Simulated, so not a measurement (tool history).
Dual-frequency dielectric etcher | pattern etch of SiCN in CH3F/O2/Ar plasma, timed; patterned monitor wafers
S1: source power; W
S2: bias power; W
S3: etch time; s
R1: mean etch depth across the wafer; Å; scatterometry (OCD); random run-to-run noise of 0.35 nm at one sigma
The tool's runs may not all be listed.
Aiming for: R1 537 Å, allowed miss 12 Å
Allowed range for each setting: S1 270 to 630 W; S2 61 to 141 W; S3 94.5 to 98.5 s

{"run": 1, "hour": 0.0, "S1": 450, "S2": 101, "S3": 94.5, "R1": 423.5}
{"run": 2, "hour": 7.0, "S1": 450, "S2": 86, "S3": 94.5, "R1": 401.79}
{"run": 3, "hour": 14.0, "S1": 480, "S2": 95, "S3": 95, "R1": 433.75}
{"run": 4, "hour": 20.9, "S1": 510, "S2": 98, "S3": 95, "R1": 448.66}
{"run": 5, "hour": 22.9, "S1": 530, "S2": 102, "S3": 95.5, "R1": 469.22}
{"run": 6, "hour": 23.9, "S1": 530, "S2": 102, "S3": 98.5, "R1": 476.78}
{"run": 7, "hour": 27.0, "S1": 550, "S2": 105, "S3": 98.5, "R1": 485.61}
{"hour": 27.8, "done": "wet clean of the chamber"}
{"run": 8, "hour": 27.8, "S1": 630, "S2": 124, "S3": 98.5, "R1": 584.01}
{"run": 9, "hour": 34.1, "S1": 610, "S2": 123, "S3": 98.5, "R1": 568.99}
{"run": 10, "hour": 41.3, "S1": 600, "S2": 122, "S3": 98.5, "R1": 565.9}

4 next moves are on the table. One of them brings every result within its allowed miss. Which?
{"run": "A", "hour": 48.5, "S1": 580, "S2": 122, "S3": 95.5, "R1": "?"}
{"run": "B", "hour": 48.5, "S1": 590, "S2": 128, "S3": 96.5, "R1": "?"}
{"run": "C", "hour": 48.5, "S1": 610, "S2": 135, "S3": 94.5, "R1": "?"}
{"run": "D", "hour": 48.5, "S1": 630, "S2": 122, "S3": 97.5, "R1": "?"}

move=A R1=539.89
move=B R1=560.63
move=C R1=569.25
move=D R1=570.44
A: every result lands within tolerance
B: closes in on the targets versus the last run, not all within tolerance yet
C: the biggest miss grows against the last run
D: the biggest miss grows against the last run
Go with A: it meets all targets.
